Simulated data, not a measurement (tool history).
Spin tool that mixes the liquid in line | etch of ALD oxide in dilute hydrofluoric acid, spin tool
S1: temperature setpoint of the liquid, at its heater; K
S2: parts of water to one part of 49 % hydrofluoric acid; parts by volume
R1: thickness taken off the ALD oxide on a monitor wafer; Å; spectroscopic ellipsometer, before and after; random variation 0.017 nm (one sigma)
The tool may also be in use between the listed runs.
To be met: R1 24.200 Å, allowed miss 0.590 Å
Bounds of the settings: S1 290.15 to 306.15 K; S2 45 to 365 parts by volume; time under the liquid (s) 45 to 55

{"run": 1, "hour": 0.0, "S1": 298.15, "S2": 205, "time under the liquid (s)": 55, "R1": 52.368}
{"run": 2, "hour": 7.3, "S1": 296.65, "S2": 205, "time under the liquid (s)": 55, "R1": 50.029}
{"run": 3, "hour": 8.8, "S1": 296.15, "S2": 215, "time under the liquid (s)": 55, "R1": 46.22}
{"run": 4, "hour": 12.3, "S1": 296.15, "S2": 180, "time under the liquid (s)": 55, "R1": 56.532}
{"run": 5, "hour": 14.1, "S1": 294.15, "S2": 180, "time under the liquid (s)": 55, "R1": 53.169}
{"run": 6, "hour": 14.8, "S1": 293.65, "S2": 190, "time under the liquid (s)": 55, "R1": 48.454}
{"run": 7, "hour": 19.0, "S1": 293.15, "S2": 200, "time under the liquid (s)": 55, "R1": 45.456}
{"run": 8, "hour": 21.6, "S1": 292.65, "S2": 210, "time under the liquid (s)": 55, "R1": 41.308}
{"run": 9, "hour": 26.2, "S1": 292.65, "S2": 220, "time under the liquid (s)": 55, "R1": 38.826}
{"run": 10, "hour": 32.4, "S1": 292.65, "S2": 225, "time under the liquid (s)": 55, "R1": 38.038}
{"run": 11, "hour": 35.9, "S1": 292.65, "S2": 230, "time under the liquid (s)": 55, "R1": 37.447}
{"run": 12, "hour": 38.3, "S1": 292.65, "S2": 230, "time under the liquid (s)": 55, "R1": 37.146}
{"run": 13, "hour": 39.7, "S1": 292.65, "S2": 235, "time under the liquid (s)": 55, "R1": 36.172}
{"run": 14, "hour": 43.1, "S1": 292.65, "S2": 240, "time under the liquid (s)": 55, "R1": 35.162}
{"run": 15, "hour": 45.7, "S1": 292.65, "S2": 245, "time under the liquid (s)": 55, "R1": 33.92}
{"run": 16, "hour": 53.9, "S1": 292.65, "S2": 245, "time under the liquid (s)": 55, "R1": 34.302}
{"run": 17, "hour": 56.4, "S1": 292.65, "S2": 250, "time under the liquid (s)": 55, "R1": 33.488}
{"run": 18, "hour": 61.1, "S1": 292.65, "S2": 255, "time under the liquid (s)": 55, "R1": 32.819}
{"run": 19, "hour": 62.0, "S1": 292.65, "S2": 260, "time under the liquid (s)": 55, "R1": 32.304}
{"run": 20, "hour": 66.8, "S1": 292.65, "S2": 265, "time under the liquid (s)": 55, "R1": 31.097}

4 next moves are on the table. One of them brings every result within its allowed miss. Which?
{"run": "A", "hour": 71.6, "S1": 293.15, "S2": 180, "time under the liquid (s)": 50, "R1": "?"}
{"run": "B", "hour": 71.6, "S1": 292.15, "S2": 230, "time under the liquid (s)": 55, "R1": "?"}
{"run": "C", "hour": 71.6, "S1": 299.15, "S2": 275, "time under the liquid (s)": 55, "R1": "?"}
{"run": "D", "hour": 71.6, "S1": 292.65, "S2": 275, "time under the liquid (s)": 45, "R1": "?"}

move=A R1=46.153
move=B R1=36.421
move=C R1=37.594
move=D R1=24.373
A: further off than the last run
B: further off than the last run
C: further off than the last run
D: meets every target
Move D is the one to make.
